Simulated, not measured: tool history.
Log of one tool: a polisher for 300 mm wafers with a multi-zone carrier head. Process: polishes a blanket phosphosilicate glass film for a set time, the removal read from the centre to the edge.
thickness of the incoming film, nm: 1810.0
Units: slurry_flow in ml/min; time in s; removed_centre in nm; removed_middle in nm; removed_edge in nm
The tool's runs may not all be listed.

run 1 hour=0 | slurry_flow=200 centre_zone=1 middle_zone=1 edge_zone=1 slurry_solids=1 time=67 | removed_centre=404.27 removed_middle=405.38 removed_edge=411.29
run 2 hour=6.8 | slurry_flow=210 centre_zone=1 middle_zone=1.04 edge_zone=1.03 slurry_solids=1.1 time=68 | removed_centre=430.88 removed_middle=454.48 removed_edge=446.26
run 3 hour=13.3 | slurry_flow=210 centre_zone=1 middle_zone=1 edge_zone=1.03 slurry_solids=1.1 time=68 | removed_centre=434.63 removed_middle=442.15 removed_edge=445.52
run 4 hour=17.1 | slurry_flow=210 centre_zone=0.94 middle_zone=1 edge_zone=1.03 slurry_solids=1.1 time=68 | removed_centre=410.61 removed_middle=437.84 removed_edge=445.52
run 5 hour=25.6 | slurry_flow=215 centre_zone=0.96 middle_zone=1.02 edge_zone=1.06 slurry_solids=1.2 time=69 | removed_centre=443.82 removed_middle=474.15 removed_edge=482.19
-- hour=29.3 slurry nozzle cleaned
run 6 hour=29.3 | slurry_flow=215 centre_zone=0.96 middle_zone=1.02 edge_zone=1.06 slurry_solids=1.3 time=69 | removed_centre=505.92 removed_middle=534.87 removed_edge=531.01
run 7 hour=33.6 | slurry_flow=215 centre_zone=0.96 middle_zone=1.04 edge_zone=1.08 slurry_solids=1.35 time=69 | removed_centre=504.26 removed_middle=550.35 removed_edge=547.07

The next listed run, before its measurement:
run 8 hour=40.3 | slurry_flow=220 centre_zone=0.97 middle_zone=1.06 edge_zone=1.1 slurry_solids=1.4 time=69 | removed_centre=? removed_middle=? removed_edge=?

{"run 8": {"removed_centre": 532.02, "removed_middle": 571.82, "removed_edge": 562.97}}
